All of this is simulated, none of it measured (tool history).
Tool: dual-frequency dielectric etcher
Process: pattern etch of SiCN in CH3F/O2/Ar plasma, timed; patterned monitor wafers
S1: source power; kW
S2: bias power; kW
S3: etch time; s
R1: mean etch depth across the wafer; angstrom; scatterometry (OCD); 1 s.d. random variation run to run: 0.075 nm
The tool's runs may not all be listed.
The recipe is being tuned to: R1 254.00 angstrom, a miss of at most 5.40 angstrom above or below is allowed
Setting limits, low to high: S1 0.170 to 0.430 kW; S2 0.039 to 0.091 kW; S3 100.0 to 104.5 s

| run | hour | S1 | S2 | S3 | R1 |
|---|---|---|---|---|---|
| 1 | 0.0 | 0.300 | 0.065 | 100.0 | 306.62 |
| 2 | 8.1 | 0.280 | 0.064 | 100.0 | 296.10 |
| 3 | 13.9 | 0.280 | 0.059 | 100.0 | 288.75 |
| 4 | 20.9 | 0.270 | 0.059 | 100.0 | 283.73 |
| 5 | 27.5 | 0.270 | 0.059 | 104.5 | 296.21 |
| 6 | 32.9 | 0.230 | 0.059 | 104.5 | 276.58 |
| 7 | 35.6 | 0.170 | 0.057 | 104.5 | 235.15 |
| 8 | 39.2 | 0.210 | 0.058 | 104.5 | 261.99 |

4 candidate next runs follow, results not yet known. Just one meets every target within its allowed miss. Identify it.
| A | 42.8 | 0.220 | 0.062 | 103.0 | ? |
| B | 42.8 | 0.240 | 0.053 | 104.0 | ? |
| C | 42.8 | 0.210 | 0.072 | 100.0 | ? |
| D | 42.8 | 0.200 | 0.059 | 103.5 | ? |

| move | R1 |
|---|---|
| A | 271.27 |
| B | 270.92 |
| C | 271.21 |
| D | 256.54 |
A: lands further from the targets than the last run did
B: lands further from the targets than the last run did
C: lands further from the targets than the last run did
D: every result lands within tolerance
Correct choice: D, which meets every target
